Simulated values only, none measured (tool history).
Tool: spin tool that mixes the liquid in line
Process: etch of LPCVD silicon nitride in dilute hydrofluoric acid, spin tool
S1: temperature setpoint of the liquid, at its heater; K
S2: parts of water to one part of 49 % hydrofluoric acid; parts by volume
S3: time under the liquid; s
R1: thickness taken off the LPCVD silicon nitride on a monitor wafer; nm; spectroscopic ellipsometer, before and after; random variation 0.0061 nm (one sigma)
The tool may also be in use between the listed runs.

run 1 hour=0 | S1=294.15 S2=45 S3=70 | R1=0.59727
run 2 hour=3.5 | S1=294.15 S2=55 S3=70 | R1=0.49225
run 3 hour=4.6 | S1=294.15 S2=55 S3=50 | R1=0.34349
run 4 hour=12.9 | S1=294.15 S2=55 S3=70 | R1=0.48797
run 5 hour=14.7 | S1=293.65 S2=55 S3=70 | R1=0.47667
run 6 hour=16.3 | S1=293.65 S2=55 S3=50 | R1=0.33541

Run 7 comes next. What will it give?
run 7 hour=23.4 | S1=294.15 S2=55 S3=50 | R1=?

R1: 0.35564 nm

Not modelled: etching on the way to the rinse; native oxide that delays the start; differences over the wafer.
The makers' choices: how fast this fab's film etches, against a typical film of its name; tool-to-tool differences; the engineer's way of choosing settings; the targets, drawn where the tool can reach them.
